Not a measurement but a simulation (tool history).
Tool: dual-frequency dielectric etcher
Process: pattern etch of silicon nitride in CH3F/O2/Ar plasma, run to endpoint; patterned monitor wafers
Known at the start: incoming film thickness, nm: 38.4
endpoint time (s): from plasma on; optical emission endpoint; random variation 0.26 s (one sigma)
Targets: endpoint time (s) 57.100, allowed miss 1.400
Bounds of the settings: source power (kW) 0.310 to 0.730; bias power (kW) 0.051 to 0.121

run    day  source power (kW)  bias power (kW)  endpoint time (s)
  1  0.000              0.520            0.086             46.579
  2  0.025              0.520            0.073             51.015
  3  0.292              0.510            0.072             51.741
  4  0.546              0.510            0.079             49.479
     0.725  -- bias power generator calibrated
  5  0.725              0.490            0.078             51.268
  6  0.912              0.480            0.078             51.240
  7  1.062              0.470            0.078             51.398
  8  1.258              0.370            0.070             59.179

Which of these 4 next moves meets every target?
  A  1.454              0.350            0.071                  ?
  B  1.454              0.420            0.068                  ?
  C  1.454              0.380            0.064                  ?
  D  1.454              0.320            0.069                  ?

move  endpoint time (s)
   A             59.348
   B             57.177
   C             60.995
   D             61.982
A: further off than the last run
B: meets every target
C: further off than the last run
D: further off than the last run
Move B is the one to make.
